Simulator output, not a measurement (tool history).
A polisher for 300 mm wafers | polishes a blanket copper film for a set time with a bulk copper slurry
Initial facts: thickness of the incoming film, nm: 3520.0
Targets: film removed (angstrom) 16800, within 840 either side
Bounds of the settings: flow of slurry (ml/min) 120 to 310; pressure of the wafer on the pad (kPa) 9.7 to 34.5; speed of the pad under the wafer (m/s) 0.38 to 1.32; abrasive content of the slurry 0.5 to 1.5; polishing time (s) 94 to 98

run	day	flow of slurry (ml/min)	pressure of the wafer on the pad (kPa)	speed of the pad under the wafer (m/s)	abrasive content of the slurry	polishing time (s)	film removed (angstrom)
1	0	200	22.1	0.84	1	94	10013
2	0.092	200	22.1	1	1	94	11618
3	0.379	200	23.4	1	1	94	12531
4	0.754	200	23.4	1	0.8	94	11427
5	0.975	200	18.6	1	0.8	94	9504.7
6	1.05	200	20.7	1	0.8	94	10187
7	1.3	200	26.9	1.06	0.8	94	13266
8	1.446	200	27.6	1.06	0.8	94	13779
9	1.7	200	28.3	1.06	0.8	94	13781
10	2.021	200	29	1.06	0.8	94	14296
11	2.312	200	29.6	1.06	0.8	94	14435
12	2.4	200	29.6	1.06	0.8	94	14397

Consider the 5 candidate settings below. Which is the only one whose results all fall within their allowed miss of target?
A	2.488	180	32.4	1.22	0.95	98	?
B	2.488	200	34.5	1.16	0.9	98	?
C	2.488	235	29.6	1.1	0.9	98	?
D	2.488	140	32.4	1.26	0.9	98	?
E	2.488	270	33.8	1.16	0.5	96	?

move	film removed (angstrom)
A	19716
B	19637
C	16756
D	19363
E	15380
A: takes the biggest miss from the last run beyond its target
B: takes the biggest miss from the last run beyond its target
C: all results land within tolerance of their targets
D: takes the biggest miss from the last run beyond its target
E: closer than the last run, but not yet in spec
Answer: C

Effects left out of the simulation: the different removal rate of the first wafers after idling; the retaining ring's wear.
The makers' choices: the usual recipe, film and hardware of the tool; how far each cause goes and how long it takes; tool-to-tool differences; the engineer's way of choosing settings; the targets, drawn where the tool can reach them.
